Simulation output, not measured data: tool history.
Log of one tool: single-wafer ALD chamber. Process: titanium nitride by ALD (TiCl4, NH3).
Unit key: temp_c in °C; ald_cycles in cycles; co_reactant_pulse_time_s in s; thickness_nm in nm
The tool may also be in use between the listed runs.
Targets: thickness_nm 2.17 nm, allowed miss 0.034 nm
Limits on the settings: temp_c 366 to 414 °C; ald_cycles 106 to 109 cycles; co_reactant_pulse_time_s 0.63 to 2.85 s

run    day  temp_c  ald_cycles  co_reactant_pulse_time_s  thickness_nm
  1      0     390         106                      1.74        2.3272
  2  0.192     387         106                       1.6        2.2969
  3  0.479     395         106                       1.6        2.3548
  4  0.767     395         106                      1.21        2.3217
  5  0.888     395         109                      1.21        2.3455
  6  1.217     395         106                      1.21        2.2918
  7    1.4     393         106                      1.15        2.2732
  8  1.767     392         106                      1.11        2.2837
  9  1.962     389         106                      1.05        2.2653
 10  2.175     389         106                      1.05         2.264
 11  2.367     387         106                         1        2.2382
 12  2.446     386         106                      0.96        2.2366
 13  2.721     386         106                      0.96        2.2396
 14  2.767     385         106                      0.92         2.218
 15  2.821     384         106                       0.9        2.2081

4 next moves are on the table. One of them brings every result within its allowed miss. Which?
  A  2.875     379         109                      0.88             ?
  B  2.875     383         107                      1.24             ?
  C  2.875     388         106                      0.72             ?
  D  2.875     385         109                      0.82             ?

move  thickness_nm
   A        2.2401
   B        2.2848
   C        2.1822
   D        2.2562
A: lands further from the targets than the last run did
B: lands further from the targets than the last run did
C: hits every target within its allowed miss
D: lands further from the targets than the last run did
So the answer is move C, the one that meets all the targets.
